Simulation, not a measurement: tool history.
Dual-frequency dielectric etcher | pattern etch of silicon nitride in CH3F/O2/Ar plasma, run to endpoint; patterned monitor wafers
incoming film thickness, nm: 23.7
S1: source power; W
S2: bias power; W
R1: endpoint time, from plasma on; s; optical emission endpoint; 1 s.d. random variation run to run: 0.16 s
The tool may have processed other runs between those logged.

| run | day | S1 | S2 | R1 |
|---|---|---|---|---|
| 1 | 0 | 520 | 99 | 26.901 |
| 2 | 0.358 | 480 | 96 | 28.806 |
| 3 | 0.654 | 460 | 95 | 29.348 |
| 4 | 0.912 | 460 | 103 | 28.828 |
| 5 | 0.971 | 510 | 103 | 27.018 |
| 6 | 1.308 | 510 | 113 | 26.475 |

Predict the results of run 7:
| 7 | 1.675 | 470 | 111 | ? |

Run 7 produced R1 27.865 s.
